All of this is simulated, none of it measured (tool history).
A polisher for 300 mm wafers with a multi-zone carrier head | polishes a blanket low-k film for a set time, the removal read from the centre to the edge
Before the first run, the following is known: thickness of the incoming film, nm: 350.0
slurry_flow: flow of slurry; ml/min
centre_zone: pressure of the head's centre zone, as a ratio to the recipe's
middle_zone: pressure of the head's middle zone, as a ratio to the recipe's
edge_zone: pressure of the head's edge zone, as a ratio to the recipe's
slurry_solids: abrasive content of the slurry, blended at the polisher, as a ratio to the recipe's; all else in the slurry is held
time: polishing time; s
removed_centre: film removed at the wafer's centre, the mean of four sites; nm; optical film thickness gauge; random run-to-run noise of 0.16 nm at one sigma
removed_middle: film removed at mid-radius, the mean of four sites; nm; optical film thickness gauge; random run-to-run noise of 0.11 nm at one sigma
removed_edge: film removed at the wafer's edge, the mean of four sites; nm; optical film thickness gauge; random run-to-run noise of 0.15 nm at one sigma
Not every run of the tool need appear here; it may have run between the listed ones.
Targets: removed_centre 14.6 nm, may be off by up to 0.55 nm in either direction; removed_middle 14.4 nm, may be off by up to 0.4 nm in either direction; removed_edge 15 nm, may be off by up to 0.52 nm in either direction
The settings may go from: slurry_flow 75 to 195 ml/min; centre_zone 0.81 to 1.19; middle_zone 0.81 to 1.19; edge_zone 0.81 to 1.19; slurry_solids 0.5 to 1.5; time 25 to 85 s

run,day,slurry_flow,centre_zone,middle_zone,edge_zone,slurry_solids,time,removed_centre,removed_middle,removed_edge
1,0,125,1,1,1,1,55,26.537,26.19,27.054
2,0.225,125,1,1,1,0.8,55,23.957,23.788,24.711
3,0.404,125,1,0.97,1,0.8,55,24.052,23.304,24.085
4,0.7,100,1,0.97,1,0.8,55,22.276,21.554,22.968
5,0.962,100,0.99,0.96,0.98,0.75,54,21.245,20.775,21.389
6,1.062,100,0.99,0.96,0.98,0.6,54,18.789,18.209,19.471
7,1.229,100,0.98,0.95,0.97,0.6,54,18.511,18.094,19.452
8,1.571,100,0.98,0.94,0.95,0.6,54,18.615,18.012,19.213
9,1.883,90,0.91,0.89,0.85,0.5,45,12.235,12.527,13.758

Pick the move, out of 4, that brings all results within their allowed miss; only one does.
A,2.196,105,1.15,0.83,0.81,0.55,40,?,?,?
B,2.196,90,0.84,0.93,0.84,0.55,48,?,?,?
C,2.196,75,1.04,1,0.92,0.5,51,?,?,?
D,2.196,110,1.1,1.09,0.81,0.55,38,?,?,?

move,removed_centre,removed_middle,removed_edge
A,15.445,11.608,12.722
B,12.763,14.59,14.971
C,14.655,14.511,14.929
D,14.273,14.042,12.154
A: its largest miss is bigger than the last run's
B: brings the last run's worst result on target, with another outside its allowed miss
C: all results in spec
D: brings the last run's worst result on target, with another outside its allowed miss
Correct choice: C, which meets every target

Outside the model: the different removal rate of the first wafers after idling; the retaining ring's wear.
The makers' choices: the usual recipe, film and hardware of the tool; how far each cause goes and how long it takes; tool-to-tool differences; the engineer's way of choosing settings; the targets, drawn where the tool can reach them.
